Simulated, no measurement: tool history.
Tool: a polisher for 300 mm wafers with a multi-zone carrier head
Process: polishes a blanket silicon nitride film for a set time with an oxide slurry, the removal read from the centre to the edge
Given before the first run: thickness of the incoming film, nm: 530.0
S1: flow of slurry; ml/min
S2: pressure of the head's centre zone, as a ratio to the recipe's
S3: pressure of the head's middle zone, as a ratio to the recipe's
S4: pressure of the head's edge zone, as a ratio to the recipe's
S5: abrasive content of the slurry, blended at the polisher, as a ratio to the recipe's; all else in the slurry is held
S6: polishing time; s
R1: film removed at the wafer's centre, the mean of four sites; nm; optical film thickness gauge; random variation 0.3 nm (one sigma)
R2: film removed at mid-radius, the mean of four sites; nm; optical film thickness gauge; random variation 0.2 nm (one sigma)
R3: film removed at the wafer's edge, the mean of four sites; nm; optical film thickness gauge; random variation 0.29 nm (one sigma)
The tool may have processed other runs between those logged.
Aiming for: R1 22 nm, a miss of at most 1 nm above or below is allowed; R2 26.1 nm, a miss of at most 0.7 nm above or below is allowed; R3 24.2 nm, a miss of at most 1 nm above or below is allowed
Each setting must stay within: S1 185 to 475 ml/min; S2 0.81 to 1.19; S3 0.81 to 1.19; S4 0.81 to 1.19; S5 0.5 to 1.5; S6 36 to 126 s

Run 1, hour 0: S1 305 ml/min, S2 1, S3 1, S4 1, S5 1, S6 81 s. Result: R1 50.85 nm, R2 49.599 nm, R3 51.315 nm.
Run 2, hour 6.4: S1 305 ml/min, S2 0.97, S3 1.01, S4 0.97, S5 0.9, S6 73 s. Result: R1 43.534 nm, R2 44.299 nm, R3 42.551 nm.
Run 3, hour 9.3: S1 295 ml/min, S2 0.94, S3 1, S4 0.99, S5 0.8, S6 67 s. Result: R1 35.512 nm, R2 36.943 nm, R3 38.751 nm.
Run 4, hour 10.9: S1 230 ml/min, S2 0.94, S3 1, S4 0.99, S5 0.8, S6 67 s. Result: R1 35.464 nm, R2 36.354 nm, R3 37.604 nm.
Run 5, hour 12.8: S1 230 ml/min, S2 0.94, S3 1.04, S4 0.99, S5 0.8, S6 67 s. Result: R1 35.044 nm, R2 37.994 nm, R3 37.267 nm.
Run 6, hour 14.4: S1 230 ml/min, S2 0.89, S3 1.04, S4 0.99, S5 0.8, S6 67 s. Result: R1 32.653 nm, R2 38.121 nm, R3 37.977 nm.
Run 7, hour 22.8: S1 245 ml/min, S2 0.89, S3 1.06, S4 0.89, S5 0.55, S6 45 s. Result: R1 19.037 nm, R2 22.311 nm, R3 20.574 nm.
Run 8, hour 25.3: S1 250 ml/min, S2 0.9, S3 1.08, S4 0.92, S5 0.55, S6 45 s. Result: R1 19.841 nm, R2 22.713 nm, R3 21.101 nm.
Run 9, hour 31.5: S1 250 ml/min, S2 0.9, S3 1.1, S4 0.94, S5 0.55, S6 45 s. Result: R1 19.392 nm, R2 22.876 nm, R3 21.022 nm.
Run 10, hour 38.8: S1 250 ml/min, S2 0.91, S3 1.11, S4 0.96, S5 0.6, S6 45 s. Result: R1 20.187 nm, R2 24.141 nm, R3 22.163 nm.
Run 11, hour 47.1: S1 250 ml/min, S2 0.92, S3 1.12, S4 0.98, S5 0.6, S6 45 s. Result: R1 20.888 nm, R2 24.498 nm, R3 21.709 nm.
Run 12, hour 49: S1 280 ml/min, S2 0.88, S3 1.08, S4 1, S5 0.8, S6 46 s. Result: R1 23.174 nm, R2 27.656 nm, R3 26.511 nm.

Which of these 5 next moves meets every target?
Run A, hour 50.9: S1 385 ml/min, S2 0.89, S3 1.07, S4 1.13, S5 0.5, S6 57 s. Result: R1 ?, R2 ?, R3 ?.
Run B, hour 50.9: S1 355 ml/min, S2 0.81, S3 1.05, S4 1.05, S5 0.8, S6 40 s. Result: R1 ?, R2 ?, R3 ?.
Run C, hour 50.9: S1 330 ml/min, S2 0.83, S3 1.09, S4 0.93, S5 0.55, S6 47 s. Result: R1 ?, R2 ?, R3 ?.
Run D, hour 50.9: S1 275 ml/min, S2 0.87, S3 1.07, S4 0.94, S5 0.8, S6 44 s. Result: R1 ?, R2 ?, R3 ?.
Run E, hour 50.9: S1 260 ml/min, S2 0.9, S3 1.14, S4 1.09, S5 0.95, S6 42 s. Result: R1 ?, R2 ?, R3 ?.

move      R1      R2      R3
   A  25.326  28.242  29.529
   B  19.389   23.43  24.022
   C  19.939  24.282  22.771
   D  22.273  25.509  24.551
   E  23.341  27.273  26.746
A: the biggest miss grows against the last run
B: brings the last run's worst result on target, with another outside its allowed miss
C: pushes the last run's worst result past its target
D: all results in spec
E: the biggest miss grows against the last run
Correct choice: D, which meets every target

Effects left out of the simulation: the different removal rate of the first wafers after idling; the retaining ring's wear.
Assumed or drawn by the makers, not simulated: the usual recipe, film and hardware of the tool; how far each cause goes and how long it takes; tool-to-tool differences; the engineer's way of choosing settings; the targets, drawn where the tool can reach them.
